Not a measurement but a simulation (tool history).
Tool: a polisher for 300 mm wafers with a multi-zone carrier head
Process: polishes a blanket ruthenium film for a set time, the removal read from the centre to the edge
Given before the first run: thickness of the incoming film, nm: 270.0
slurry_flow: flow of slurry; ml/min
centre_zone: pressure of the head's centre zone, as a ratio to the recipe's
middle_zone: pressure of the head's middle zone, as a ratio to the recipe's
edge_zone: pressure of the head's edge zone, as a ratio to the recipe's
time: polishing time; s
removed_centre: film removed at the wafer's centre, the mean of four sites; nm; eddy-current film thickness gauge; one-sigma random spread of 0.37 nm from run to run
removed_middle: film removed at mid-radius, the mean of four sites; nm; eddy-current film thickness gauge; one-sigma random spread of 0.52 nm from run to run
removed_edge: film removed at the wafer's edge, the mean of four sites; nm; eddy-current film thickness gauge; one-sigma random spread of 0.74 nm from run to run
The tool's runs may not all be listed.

run,hour,slurry_flow,centre_zone,middle_zone,edge_zone,time,removed_centre,removed_middle,removed_edge
1,0,195,1,1,1,61,76.214,72.655,75.093
2,4.7,190,0.99,0.96,0.96,56,69.116,63.444,68.38
3,5.4,190,0.99,0.95,0.93,52,63.635,58.459,61.725
4,6.5,185,0.98,0.92,0.9,50,59.501,55.677,59.504
5,15.1,185,0.93,0.92,0.9,50,57.179,55.836,59.71
6,15.6,180,0.95,0.9,0.88,48,55.518,51.619,55.448
7,16.5,170,0.95,0.88,0.87,48,55.272,50.315,53.84
8,18.2,160,0.94,0.87,0.87,48,52.94,49.802,53.979

Run 9, settings as shown, results not yet in. Your forecast:
9,23.4,155,0.95,0.85,0.86,48,?,?,?

For run 9 the tool returned removed_centre 54.154 nm, removed_middle 48.327 nm, removed_edge 52.589 nm.
